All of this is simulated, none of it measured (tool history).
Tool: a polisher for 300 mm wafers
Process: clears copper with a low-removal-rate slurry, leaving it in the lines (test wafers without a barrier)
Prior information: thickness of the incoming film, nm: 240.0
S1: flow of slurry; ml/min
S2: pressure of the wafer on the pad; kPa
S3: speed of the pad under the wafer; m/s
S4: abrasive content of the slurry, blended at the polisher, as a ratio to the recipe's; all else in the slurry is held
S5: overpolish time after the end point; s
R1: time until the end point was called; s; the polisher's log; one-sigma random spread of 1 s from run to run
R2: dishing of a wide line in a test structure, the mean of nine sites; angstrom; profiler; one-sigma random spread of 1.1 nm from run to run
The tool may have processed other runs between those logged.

run	day	S1	S2	S3	S4	S5	R1	R2
1	0	140	22.8	0.98	1	16	87.914	335.12
2	0.271	155	22.8	0.98	1	16	83.954	342.41
3	0.317	155	22.8	0.98	1	20	84.286	406.03
4	0.5	160	25.5	1	1	19	74.413	433.02
5	0.875	185	25.5	1	1	19	70.614	451.29
6	1.083	160	25.5	1	1	19	73.682	426.16

What will run 7 give?
7	1.354	165	27.6	1	1	18	?	?

{"run 7": {"R1": 67.717, "R2": 457.73}}

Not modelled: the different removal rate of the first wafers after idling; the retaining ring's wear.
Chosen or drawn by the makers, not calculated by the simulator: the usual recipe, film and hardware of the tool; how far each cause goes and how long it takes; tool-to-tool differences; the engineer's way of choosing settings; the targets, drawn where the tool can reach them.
